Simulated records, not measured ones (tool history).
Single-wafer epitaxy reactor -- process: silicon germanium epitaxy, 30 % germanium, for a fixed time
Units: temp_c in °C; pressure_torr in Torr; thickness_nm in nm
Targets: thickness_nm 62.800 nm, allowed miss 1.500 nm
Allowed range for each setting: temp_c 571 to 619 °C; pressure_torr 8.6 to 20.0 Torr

run 1 hour=0.0 | temp_c=595 pressure_torr=14.3 | thickness_nm=44.429
run 2 hour=3.8 | temp_c=601 pressure_torr=14.4 | thickness_nm=50.521
run 3 hour=5.4 | temp_c=601 pressure_torr=15.3 | thickness_nm=51.904
run 4 hour=12.0 | temp_c=601 pressure_torr=16.8 | thickness_nm=53.587
run 5 hour=15.4 | temp_c=603 pressure_torr=16.8 | thickness_nm=55.561
run 6 hour=17.9 | temp_c=603 pressure_torr=17.9 | thickness_nm=57.341
run 7 hour=21.1 | temp_c=604 pressure_torr=17.9 | thickness_nm=58.388
run 8 hour=23.2 | temp_c=609 pressure_torr=18.0 | thickness_nm=64.937

Of the 5 settings listed for the next run, only one would bring every result within its allowed miss of target. Which one?
run A hour=25.3 | temp_c=615 pressure_torr=15.7 | thickness_nm=?
run B hour=25.3 | temp_c=606 pressure_torr=19.1 | thickness_nm=?
run C hour=25.3 | temp_c=612 pressure_torr=17.5 | thickness_nm=?
run D hour=25.3 | temp_c=610 pressure_torr=19.2 | thickness_nm=?
run E hour=25.3 | temp_c=613 pressure_torr=18.3 | thickness_nm=?

move=A thickness_nm=69.342
move=B thickness_nm=62.369
move=C thickness_nm=68.096
move=D thickness_nm=67.800
move=E thickness_nm=70.698
A: lands further from the targets than the last run did
B: in spec on every target
C: lands further from the targets than the last run did
D: lands further from the targets than the last run did
E: lands further from the targets than the last run did
Move B is the one to make.
